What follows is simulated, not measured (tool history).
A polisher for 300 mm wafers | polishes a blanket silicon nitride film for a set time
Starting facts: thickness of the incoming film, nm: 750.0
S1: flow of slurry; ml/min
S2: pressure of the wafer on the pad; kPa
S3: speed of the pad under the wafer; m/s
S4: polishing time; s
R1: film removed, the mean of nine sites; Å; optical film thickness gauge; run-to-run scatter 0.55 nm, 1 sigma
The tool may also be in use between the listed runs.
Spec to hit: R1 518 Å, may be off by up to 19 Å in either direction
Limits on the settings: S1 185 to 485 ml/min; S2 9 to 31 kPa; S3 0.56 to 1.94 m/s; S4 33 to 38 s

{"run": 1, "hour": 0.0, "S1": 310, "S2": 20, "S3": 1.24, "S4": 38, "R1": 740.31}
{"run": 2, "hour": 6.0, "S1": 310, "S2": 22.8, "S3": 1.24, "S4": 38, "R1": 827.27}
{"run": 3, "hour": 13.6, "S1": 260, "S2": 22.8, "S3": 1.24, "S4": 38, "R1": 813.99}
{"run": 4, "hour": 15.4, "S1": 260, "S2": 22.8, "S3": 1.24, "S4": 38, "R1": 804.42}
{"run": 5, "hour": 16.1, "S1": 255, "S2": 20.7, "S3": 1.22, "S4": 38, "R1": 722.81}
{"run": 6, "hour": 23.6, "S1": 255, "S2": 20.7, "S3": 0.98, "S4": 38, "R1": 601.78}
{"run": 7, "hour": 28.5, "S1": 250, "S2": 20, "S3": 0.98, "S4": 38, "R1": 587.59}
{"run": 8, "hour": 32.0, "S1": 245, "S2": 19.3, "S3": 0.98, "S4": 38, "R1": 568.55}
{"run": 9, "hour": 40.4, "S1": 245, "S2": 18.6, "S3": 0.98, "S4": 38, "R1": 552.91}

Consider the 4 candidate settings below. Which is the only one whose results all fall within their allowed miss of target?
{"run": "A", "hour": 48.8, "S1": 235, "S2": 19.3, "S3": 1.08, "S4": 38, "R1": "?"}
{"run": "B", "hour": 48.8, "S1": 270, "S2": 20.7, "S3": 0.98, "S4": 35, "R1": "?"}
{"run": "C", "hour": 48.8, "S1": 235, "S2": 13.8, "S3": 1.3, "S4": 38, "R1": "?"}
{"run": "D", "hour": 48.8, "S1": 275, "S2": 17.9, "S3": 1.18, "S4": 36, "R1": "?"}

move=A R1=606.05
move=B R1=561.75
move=C R1=508.34
move=D R1=584.77
A: the biggest miss grows against the last run
B: the biggest miss grows against the last run
C: each result inside its tolerance
D: the biggest miss grows against the last run
The right move is C.

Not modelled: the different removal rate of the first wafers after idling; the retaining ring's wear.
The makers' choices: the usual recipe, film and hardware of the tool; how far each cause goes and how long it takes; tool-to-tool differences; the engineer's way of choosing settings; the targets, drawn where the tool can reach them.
